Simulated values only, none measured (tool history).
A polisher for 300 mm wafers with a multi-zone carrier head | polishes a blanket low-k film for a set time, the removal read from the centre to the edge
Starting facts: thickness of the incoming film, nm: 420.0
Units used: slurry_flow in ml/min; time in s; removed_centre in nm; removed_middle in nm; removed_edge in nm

run    day  slurry_flow  centre_zone  middle_zone  edge_zone  slurry_solids  time  removed_centre  removed_middle  removed_edge
  1      0          155            1            1          1              1    39          24.945          26.326        26.625
  2  0.292          155         0.93            1          1              1    39          23.393          25.553         26.81
  3  0.579          155         0.93            1       0.99              1    39          22.973          25.476        26.278
  4  0.662          155         0.93            1       0.98              1    39          23.373          26.304         25.91
  5  0.792          155         0.98            1       0.98              1    39          24.688          26.273        25.713
  6  0.821          150         0.98            1       0.98              1    39          24.347          25.816        25.635
  7  1.117          145         0.98            1       0.98              1    39          24.203           25.22        25.757
     1.175  -- edge zone pressure recalibrated
  8  1.175          115         0.94         1.05       0.89           0.95    39          21.152          23.983        21.819

For run 9, what comes out?
  9  1.488          120         0.94         1.05        0.9           0.95    39               ?               ?             ?

Logged for run 9: removed_centre 21.465 nm, removed_middle 25.199 nm, removed_edge 22.955 nm.
